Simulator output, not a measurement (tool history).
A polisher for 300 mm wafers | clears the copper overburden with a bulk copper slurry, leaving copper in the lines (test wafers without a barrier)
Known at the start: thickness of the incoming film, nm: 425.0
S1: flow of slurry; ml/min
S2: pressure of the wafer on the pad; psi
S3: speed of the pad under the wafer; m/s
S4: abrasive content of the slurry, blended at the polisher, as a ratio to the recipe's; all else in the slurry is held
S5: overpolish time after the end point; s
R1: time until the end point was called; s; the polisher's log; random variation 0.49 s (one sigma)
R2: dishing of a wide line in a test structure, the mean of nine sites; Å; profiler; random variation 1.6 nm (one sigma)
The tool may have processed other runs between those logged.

run	hour	S1	S2	S3	S4	S5	R1	R2
1	0	300	1.8	0.9	1	26	79.339	770.6
2	3.1	375	1.8	0.9	1	26	75.404	782.72
3	10.8	405	1.8	0.9	1	26	76.837	788.25
4	16.9	405	1.9	0.9	1	25	71.218	803.97
5	25.6	405	2	0.9	1	24	70.526	803.1
6	27.5	405	2	0.9	1	17	68.288	649.12
7	35.6	405	2.5	0.98	1	17	52.056	776.5

Run 8, settings as shown, results not yet in. Your forecast:
8	39.9	405	2.5	1	1	17	?	?

R1: 50.136 s
R2: 815.45 Å
